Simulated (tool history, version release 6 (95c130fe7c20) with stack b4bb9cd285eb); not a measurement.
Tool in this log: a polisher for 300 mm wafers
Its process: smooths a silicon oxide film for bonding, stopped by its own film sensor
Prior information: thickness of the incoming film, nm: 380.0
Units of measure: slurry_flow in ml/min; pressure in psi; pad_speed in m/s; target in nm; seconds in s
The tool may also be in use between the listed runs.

Run 1, hour 0.0: slurry_flow 255 ml/min, pressure 2.1 psi, pad_speed 1.14 m/s, slurry_solids 1.00, target 331 nm. Result: seconds 57.784 s.
Run 2, hour 2.5: slurry_flow 255 ml/min, pressure 2.1 psi, pad_speed 1.14 m/s, slurry_solids 1.10, target 331 nm. Result: seconds 55.543 s.
Run 3, hour 4.8: slurry_flow 255 ml/min, pressure 2.1 psi, pad_speed 1.14 m/s, slurry_solids 1.10, target 336 nm. Result: seconds 49.554 s.
Run 4, hour 8.3: slurry_flow 255 ml/min, pressure 2.1 psi, pad_speed 1.14 m/s, slurry_solids 1.10, target 336 nm. Result: seconds 50.466 s.
Run 5, hour 13.1: slurry_flow 255 ml/min, pressure 2.0 psi, pad_speed 1.10 m/s, slurry_solids 1.10, target 336 nm. Result: seconds 54.026 s.
Run 6, hour 14.5: slurry_flow 255 ml/min, pressure 1.9 psi, pad_speed 1.06 m/s, slurry_solids 1.10, target 336 nm. Result: seconds 57.496 s.
Run 7, hour 23.5: slurry_flow 255 ml/min, pressure 1.8 psi, pad_speed 1.02 m/s, slurry_solids 1.10, target 336 nm. Result: seconds 60.700 s.

Expected results for the next run?
Run 8, hour 29.5: slurry_flow 255 ml/min, pressure 1.2 psi, pad_speed 0.74 m/s, slurry_solids 1.05, target 335 nm. Result: seconds ?.

seconds: 108.990 s
